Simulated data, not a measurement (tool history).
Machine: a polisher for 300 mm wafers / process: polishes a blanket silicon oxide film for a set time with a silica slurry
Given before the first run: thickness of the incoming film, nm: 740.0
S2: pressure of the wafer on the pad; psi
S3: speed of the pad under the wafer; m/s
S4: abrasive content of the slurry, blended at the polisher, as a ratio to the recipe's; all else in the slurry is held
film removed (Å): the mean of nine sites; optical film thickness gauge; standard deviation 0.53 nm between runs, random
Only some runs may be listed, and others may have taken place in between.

Run 1, day 0: flow of slurry (ml/min) 145, S2 3 psi, S3 1.3 m/s, S4 1, polishing time (s) 39. Result: film removed (Å) 889.29.
Run 2, day 0.179: flow of slurry (ml/min) 145, S2 3 psi, S3 1.48 m/s, S4 1, polishing time (s) 39. Result: film removed (Å) 982.05.
Run 3, day 0.325: flow of slurry (ml/min) 140, S2 2.6 psi, S3 1.44 m/s, S4 1, polishing time (s) 39. Result: film removed (Å) 824.44.
Run 4, day 0.446: flow of slurry (ml/min) 140, S2 2.6 psi, S3 1.66 m/s, S4 1, polishing time (s) 39. Result: film removed (Å) 909.73.
Run 5, day 0.558: flow of slurry (ml/min) 135, S2 2.3 psi, S3 1.6 m/s, S4 1, polishing time (s) 39. Result: film removed (Å) 783.76.
Run 6, day 0.792: flow of slurry (ml/min) 165, S2 2.3 psi, S3 1.6 m/s, S4 1, polishing time (s) 39. Result: film removed (Å) 810.82.

Run 7, settings as shown, results not yet in. Your forecast:
Run 7, day 0.821: flow of slurry (ml/min) 165, S2 2.1 psi, S3 1.54 m/s, S4 1, polishing time (s) 39. Result: film removed (Å) ?.

film removed (Å): 723.27
